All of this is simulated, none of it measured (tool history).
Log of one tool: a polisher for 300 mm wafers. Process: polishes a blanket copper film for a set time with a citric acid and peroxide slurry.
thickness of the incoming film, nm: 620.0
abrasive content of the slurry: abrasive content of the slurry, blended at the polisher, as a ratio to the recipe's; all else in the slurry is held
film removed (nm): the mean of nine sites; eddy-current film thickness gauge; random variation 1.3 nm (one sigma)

run	day	flow of slurry (ml/min)	pressure of the wafer on the pad (psi)	speed of the pad under the wafer (m/s)	abrasive content of the slurry	polishing time (s)	film removed (nm)
1	0.000	170	2.1	0.82	1.00	48	66.552
2	0.312	170	2.1	0.82	1.15	48	67.973
3	0.667	170	2.1	0.82	1.15	43	60.331
4	1.033	170	2.4	0.84	1.15	43	69.478
5	1.100	170	2.4	0.84	1.05	43	67.873
6	1.308	170	2.4	0.84	1.15	43	70.515
7	1.683	170	2.7	0.86	1.15	43	79.285

Run 8 comes next. What will it give?
8	2.042	175	3.2	0.92	1.15	43	?

Run 8 gave film removed (nm) 95.534.
